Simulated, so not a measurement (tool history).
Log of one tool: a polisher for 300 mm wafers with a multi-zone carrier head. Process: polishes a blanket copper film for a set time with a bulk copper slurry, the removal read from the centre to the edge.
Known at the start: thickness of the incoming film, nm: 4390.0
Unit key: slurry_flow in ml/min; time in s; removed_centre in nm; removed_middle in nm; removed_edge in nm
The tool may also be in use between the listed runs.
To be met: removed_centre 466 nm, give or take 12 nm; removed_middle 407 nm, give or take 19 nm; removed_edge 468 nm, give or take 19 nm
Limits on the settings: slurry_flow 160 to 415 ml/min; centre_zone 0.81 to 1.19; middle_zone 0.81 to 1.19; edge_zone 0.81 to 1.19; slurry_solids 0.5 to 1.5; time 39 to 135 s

run,hour,slurry_flow,centre_zone,middle_zone,edge_zone,slurry_solids,time,removed_centre,removed_middle,removed_edge
1,0,265,1,1,1,1,87,709.73,715.52,707.08
2,2.6,295,1,1,1,1,87,716.18,708.67,698.42
3,5.6,295,1,1,1,0.85,87,693.03,662.4,668.85
4,14.4,300,0.99,0.99,0.99,0.8,85,662.4,657.27,633.9
5,20.3,300,0.99,0.98,1.01,0.75,82,627.4,590.83,615.42
6,29,300,0.99,0.98,1.01,0.6,82,576.26,548.98,573.37
7,34.2,300,0.99,0.98,1.01,0.6,82,571.38,559.12,569.57
8,36,300,0.99,0.97,1.01,0.6,81,568.8,551.59,562.51
9,40.9,245,0.95,0.87,0.97,0.5,67,410.53,377.6,416.52
10,43.6,255,0.95,0.87,0.98,0.5,67,412.68,378.72,423.47
11,45,330,1.02,0.9,1.07,0.6,67,493.91,436.69,485.17
12,51.7,325,1.02,0.9,1.07,0.6,67,484.96,423.53,475.63
13,53.2,320,1.02,0.9,1.07,0.6,67,488.5,428.37,491.7
14,55.3,315,1.02,0.9,1.07,0.6,67,485.97,420.1,488
15,57.2,310,1.02,0.9,1.07,0.6,67,482.53,421.58,478.13
16,57.7,305,1.02,0.9,1.07,0.6,67,484.94,432.89,485.8
17,61.7,300,1.01,0.88,1.05,0.6,67,479.02,416.65,481.73

Consider the 5 candidate settings below. Which is the only one whose results all fall within their allowed miss of target?
A,65.7,290,0.94,0.97,1.04,0.6,67,?,?,?
B,65.7,255,0.98,0.85,1,0.65,67,?,?,?
C,65.7,390,1.01,1.04,1.09,0.7,60,?,?,?
D,65.7,310,1.04,0.86,1.02,0.7,63,?,?,?
E,65.7,240,1.09,1,1.06,0.8,61,?,?,?

move,removed_centre,removed_middle,removed_edge
A,450.54,451.07,465.11
B,473.79,412.71,464.2
C,469.69,461.13,457.86
D,495.69,409.85,459.02
E,507.41,450.75,460.96
A: takes the result that was furthest off past its target
B: all results land within tolerance of their targets
C: brings the result that was furthest off to its target, and leaves another outside
D: lands further from the targets than the last run did
E: lands further from the targets than the last run did
B meets every target.

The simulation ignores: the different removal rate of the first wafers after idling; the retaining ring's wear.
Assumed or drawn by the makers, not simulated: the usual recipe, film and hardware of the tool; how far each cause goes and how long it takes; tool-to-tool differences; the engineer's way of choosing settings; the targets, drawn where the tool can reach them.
